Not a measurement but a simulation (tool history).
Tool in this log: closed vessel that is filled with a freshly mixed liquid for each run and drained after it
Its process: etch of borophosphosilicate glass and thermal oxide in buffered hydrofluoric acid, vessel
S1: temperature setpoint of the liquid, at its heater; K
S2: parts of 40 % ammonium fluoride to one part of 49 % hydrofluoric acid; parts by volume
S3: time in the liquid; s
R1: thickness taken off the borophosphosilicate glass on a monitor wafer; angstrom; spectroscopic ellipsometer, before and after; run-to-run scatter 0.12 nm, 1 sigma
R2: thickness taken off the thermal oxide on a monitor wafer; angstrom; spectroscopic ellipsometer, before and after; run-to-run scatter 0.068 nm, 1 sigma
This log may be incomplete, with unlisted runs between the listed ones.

Run 1, hour 0: S1 294.15 K, S2 13.5 parts by volume, S3 60 s. Result: R1 710.34 angstrom, R2 415.9 angstrom.
Run 2, hour 4.5: S1 293.15 K, S2 16 parts by volume, S3 50 s. Result: R1 474.28 angstrom, R2 278.03 angstrom.
Run 3, hour 12.9: S1 292.15 K, S2 18 parts by volume, S3 45 s. Result: R1 358.68 angstrom, R2 210.71 angstrom.
Run 4, hour 17.3: S1 292.15 K, S2 18 parts by volume, S3 55 s. Result: R1 441.88 angstrom, R2 255.29 angstrom.
Run 5, hour 23: S1 291.65 K, S2 19.5 parts by volume, S3 50 s. Result: R1 361.6 angstrom, R2 210.49 angstrom.
At hour 30.4: hydrofluoric acid flow meter replaced.
Run 6, hour 30.4: S1 290.15 K, S2 19.5 parts by volume, S3 50 s. Result: R1 315.06 angstrom, R2 181.09 angstrom.
Run 7, hour 38.5: S1 290.15 K, S2 20.5 parts by volume, S3 45 s. Result: R1 268.58 angstrom, R2 158.25 angstrom.
Run 8, hour 45.3: S1 290.15 K, S2 21 parts by volume, S3 40 s. Result: R1 236.57 angstrom, R2 138.24 angstrom.
Run 9, hour 49.1: S1 290.15 K, S2 21.5 parts by volume, S3 40 s. Result: R1 235.85 angstrom, R2 135.76 angstrom.
Run 10, hour 52.9: S1 290.15 K, S2 22 parts by volume, S3 35 s. Result: R1 201.55 angstrom, R2 116.77 angstrom.

Run 11 is up next; what results do you expect?
Run 11, hour 59.7: S1 290.15 K, S2 22 parts by volume, S3 35 s. Result: R1 ?, R2 ?.

Run 11 gave R1 202.39 angstrom, R2 117.15 angstrom.
